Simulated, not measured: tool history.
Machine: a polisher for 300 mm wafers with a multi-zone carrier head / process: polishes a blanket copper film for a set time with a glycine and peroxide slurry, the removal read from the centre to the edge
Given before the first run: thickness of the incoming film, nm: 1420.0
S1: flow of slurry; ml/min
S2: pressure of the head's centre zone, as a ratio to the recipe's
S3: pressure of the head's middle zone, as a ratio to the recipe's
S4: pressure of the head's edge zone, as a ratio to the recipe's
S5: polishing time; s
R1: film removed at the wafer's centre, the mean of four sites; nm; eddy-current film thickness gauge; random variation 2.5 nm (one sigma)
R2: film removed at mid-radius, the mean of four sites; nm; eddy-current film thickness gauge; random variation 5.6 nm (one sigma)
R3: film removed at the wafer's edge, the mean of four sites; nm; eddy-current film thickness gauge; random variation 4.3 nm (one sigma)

run	hour	S1	S2	S3	S4	S5	R1	R2	R3
1	0.0	120	1.00	1.00	1.00	84	349.30	364.86	351.85
2	1.6	130	1.01	1.01	0.99	84	354.55	374.94	355.57
3	9.8	135	1.03	1.02	0.98	84	369.79	382.38	350.46
4	12.9	140	1.03	1.03	0.98	84	369.66	389.84	355.07
5	15.8	145	1.04	1.03	0.97	84	374.00	389.89	355.21
6	21.0	145	1.04	1.03	0.97	69	310.63	315.64	291.98

Predict the results of run 7:
7	25.8	150	1.06	1.05	0.98	70	?	?	?

{"run 7": {"R1": 319.07, "R2": 335.47, "R3": 304.08}}

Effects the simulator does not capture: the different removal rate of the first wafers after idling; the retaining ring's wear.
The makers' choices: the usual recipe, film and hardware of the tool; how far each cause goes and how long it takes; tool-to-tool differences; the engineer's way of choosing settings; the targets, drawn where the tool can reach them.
